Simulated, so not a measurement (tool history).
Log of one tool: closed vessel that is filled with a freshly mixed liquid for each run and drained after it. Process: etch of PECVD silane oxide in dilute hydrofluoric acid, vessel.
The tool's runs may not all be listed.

run,hour,temperature setpoint of the liquid (K),parts of water to one part of 49 % hydrofluoric acid (parts by volume),time in the liquid (s),thickness taken off the PECVD silane oxide on a monitor wafer (nm)
1,0.0,297.15,65,90,32.197
2,3.7,295.15,65,90,29.614
3,5.7,298.15,55,90,40.008
4,12.5,299.65,55,90,42.632
5,17.9,298.15,55,90,40.015
6,26.5,300.15,50,90,47.949
7,32.4,301.65,45,90,57.534
8,40.2,302.65,45,90,59.064

The next listed run, before its measurement:
# hour 42.4: hydrofluoric acid flow meter replaced
9,42.4,305.15,40,90,?

thickness taken off the PECVD silane oxide on a monitor wafer (nm): 83.713

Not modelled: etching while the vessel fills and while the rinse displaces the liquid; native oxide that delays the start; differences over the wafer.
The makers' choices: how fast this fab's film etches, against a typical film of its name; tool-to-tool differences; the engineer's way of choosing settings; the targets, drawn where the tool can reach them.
